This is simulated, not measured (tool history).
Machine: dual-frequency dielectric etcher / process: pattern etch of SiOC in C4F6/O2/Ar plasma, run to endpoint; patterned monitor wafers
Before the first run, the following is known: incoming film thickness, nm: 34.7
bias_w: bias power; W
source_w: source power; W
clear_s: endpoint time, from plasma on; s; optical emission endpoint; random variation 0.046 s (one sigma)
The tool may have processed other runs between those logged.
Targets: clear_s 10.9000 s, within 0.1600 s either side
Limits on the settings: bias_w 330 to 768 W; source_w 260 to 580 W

run 1 hour=0.0 | bias_w=549 source_w=420 | clear_s=10.0770
run 2 hour=3.2 | bias_w=586 source_w=420 | clear_s=9.9880
run 3 hour=6.0 | bias_w=586 source_w=490 | clear_s=9.5486
run 4 hour=8.0 | bias_w=678 source_w=490 | clear_s=9.0051
run 5 hour=14.1 | bias_w=678 source_w=530 | clear_s=8.8489
run 6 hour=20.7 | bias_w=610 source_w=520 | clear_s=9.1382
run 7 hour=26.5 | bias_w=557 source_w=500 | clear_s=9.4875
run 8 hour=28.7 | bias_w=515 source_w=480 | clear_s=9.8601
run 9 hour=34.6 | bias_w=405 source_w=460 | clear_s=10.6080
run 10 hour=42.9 | bias_w=395 source_w=460 | clear_s=10.6720
run 11 hour=50.1 | bias_w=388 source_w=460 | clear_s=10.6550
run 12 hour=53.4 | bias_w=388 source_w=460 | clear_s=10.6180
run 13 hour=60.2 | bias_w=378 source_w=460 | clear_s=10.6850

Pick the move, out of 4, that brings all results within their allowed miss; only one does.
run A hour=67.0 | bias_w=330 source_w=470 | clear_s=?
run B hour=67.0 | bias_w=467 source_w=430 | clear_s=?
run C hour=67.0 | bias_w=356 source_w=420 | clear_s=?
run D hour=67.0 | bias_w=330 source_w=510 | clear_s=?

move=A clear_s=10.8690
move=B clear_s=10.4550
move=C clear_s=11.1720
move=D clear_s=10.5420
A: hits every target within its allowed miss
B: lands further from the targets than the last run did
C: carries the result that was furthest off beyond its target, to the other side
D: lands further from the targets than the last run did
Go with A: it meets all targets.
